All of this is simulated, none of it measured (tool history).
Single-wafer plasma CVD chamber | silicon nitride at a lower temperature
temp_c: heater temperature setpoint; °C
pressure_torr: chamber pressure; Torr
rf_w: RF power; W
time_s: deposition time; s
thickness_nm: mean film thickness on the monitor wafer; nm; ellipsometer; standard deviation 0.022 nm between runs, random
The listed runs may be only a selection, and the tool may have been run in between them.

run 1 hour=0 | temp_c=330 pressure_torr=1.09 rf_w=330 time_s=8.8 | thickness_nm=9.3878
run 2 hour=7.1 | temp_c=330 pressure_torr=1.01 rf_w=315 time_s=8.7 | thickness_nm=8.8346
run 3 hour=13.6 | temp_c=330 pressure_torr=1.15 rf_w=315 time_s=8.7 | thickness_nm=9.175
run 4 hour=22.2 | temp_c=326 pressure_torr=1.15 rf_w=315 time_s=8.7 | thickness_nm=9.2404
run 5 hour=27.5 | temp_c=326 pressure_torr=1.15 rf_w=315 time_s=8.4 | thickness_nm=8.8816
run 6 hour=34.5 | temp_c=326 pressure_torr=1.15 rf_w=295 time_s=8.4 | thickness_nm=8.5231

Estimate the outcome of run 7 from the log above:
run 7 hour=35.4 | temp_c=326 pressure_torr=1.08 rf_w=290 time_s=8.4 | thickness_nm=?

Logged for run 7: thickness_nm 8.2583 nm.
